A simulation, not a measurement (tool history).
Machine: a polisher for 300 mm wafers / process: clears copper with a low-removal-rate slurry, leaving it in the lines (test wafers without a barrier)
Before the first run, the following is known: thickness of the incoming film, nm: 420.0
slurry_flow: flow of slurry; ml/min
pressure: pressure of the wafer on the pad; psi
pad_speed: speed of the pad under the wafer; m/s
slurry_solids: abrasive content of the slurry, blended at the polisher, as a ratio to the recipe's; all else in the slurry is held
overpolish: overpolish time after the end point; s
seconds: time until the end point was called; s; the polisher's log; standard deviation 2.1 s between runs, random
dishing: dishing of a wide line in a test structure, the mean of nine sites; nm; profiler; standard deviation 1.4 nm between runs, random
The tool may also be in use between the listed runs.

{"run": 1, "day": 0.0, "slurry_flow": 305, "pressure": 2.5, "pad_speed": 1.06, "slurry_solids": 1.0, "overpolish": 25, "seconds": 175.33, "dishing": 44.281}
{"run": 2, "day": 0.25, "slurry_flow": 375, "pressure": 2.5, "pad_speed": 1.06, "slurry_solids": 1.0, "overpolish": 25, "seconds": 171.73, "dishing": 44.157}
{"run": 3, "day": 0.404, "slurry_flow": 375, "pressure": 2.6, "pad_speed": 1.06, "slurry_solids": 1.0, "overpolish": 26, "seconds": 162.79, "dishing": 48.15}
{"run": 4, "day": 0.483, "slurry_flow": 375, "pressure": 2.6, "pad_speed": 1.06, "slurry_solids": 1.0, "overpolish": 27, "seconds": 166.61, "dishing": 50.841}
{"run": 5, "day": 0.817, "slurry_flow": 375, "pressure": 2.7, "pad_speed": 1.06, "slurry_solids": 1.0, "overpolish": 27, "seconds": 164.47, "dishing": 49.908}
{"run": 6, "day": 1.129, "slurry_flow": 375, "pressure": 2.7, "pad_speed": 1.26, "slurry_solids": 1.0, "overpolish": 27, "seconds": 132.4, "dishing": 57.941}
{"run": 7, "day": 1.346, "slurry_flow": 375, "pressure": 2.7, "pad_speed": 1.26, "slurry_solids": 1.0, "overpolish": 28, "seconds": 134.14, "dishing": 57.273}

What will run 8 give?
{"run": 8, "day": 1.525, "slurry_flow": 375, "pressure": 2.7, "pad_speed": 1.26, "slurry_solids": 1.0, "overpolish": 29, "seconds": "?", "dishing": "?"}

Run 8 gave seconds 133.86 s, dishing 58.727 nm.
